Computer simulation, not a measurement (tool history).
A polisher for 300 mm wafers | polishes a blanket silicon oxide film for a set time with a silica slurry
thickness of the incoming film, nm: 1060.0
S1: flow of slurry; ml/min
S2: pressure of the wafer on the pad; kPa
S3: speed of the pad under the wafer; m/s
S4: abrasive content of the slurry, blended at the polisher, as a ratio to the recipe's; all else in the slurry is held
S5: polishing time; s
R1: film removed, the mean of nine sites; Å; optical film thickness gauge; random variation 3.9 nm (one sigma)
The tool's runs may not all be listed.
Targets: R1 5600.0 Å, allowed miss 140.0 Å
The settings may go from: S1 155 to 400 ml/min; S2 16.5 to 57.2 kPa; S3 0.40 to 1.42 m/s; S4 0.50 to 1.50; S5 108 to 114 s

run,hour,S1,S2,S3,S4,S5,R1
1,0.0,255,36.5,0.90,1.00,108,3807.5
2,4.1,255,27.6,0.90,1.00,108,2909.0
3,5.0,255,27.6,0.98,1.00,108,3063.2
4,12.9,255,34.5,0.98,1.00,108,3766.5
5,20.6,260,37.2,0.98,1.00,108,4027.3
6,26.7,260,40.0,0.98,1.00,108,4373.0
7,35.6,260,42.1,0.98,1.00,108,4564.3
8,41.5,260,44.1,0.98,1.00,108,4794.1
9,47.5,260,45.5,0.98,1.00,108,4966.1
10,53.5,260,46.9,0.98,1.00,108,5061.9
11,62.1,265,47.6,0.98,1.00,108,5173.1
12,63.5,265,48.3,0.98,1.00,108,5260.0
13,69.9,265,49.0,0.98,1.00,108,5339.9

Which of these 5 next moves meets every target?
A,76.3,275,53.8,0.88,1.15,108,?
B,76.3,275,48.3,0.98,0.90,112,?
C,76.3,235,49.6,0.86,1.25,113,?
D,76.3,225,53.1,0.98,1.00,113,?
E,76.3,265,45.5,0.86,1.00,113,?

move,R1
A,5828.0
B,5254.2
C,5661.7
D,5963.2
E,4831.1
A: takes the result that was furthest off past its target
B: further off than the last run
C: meets every target
D: takes the result that was furthest off past its target
E: further off than the last run
Answer: C
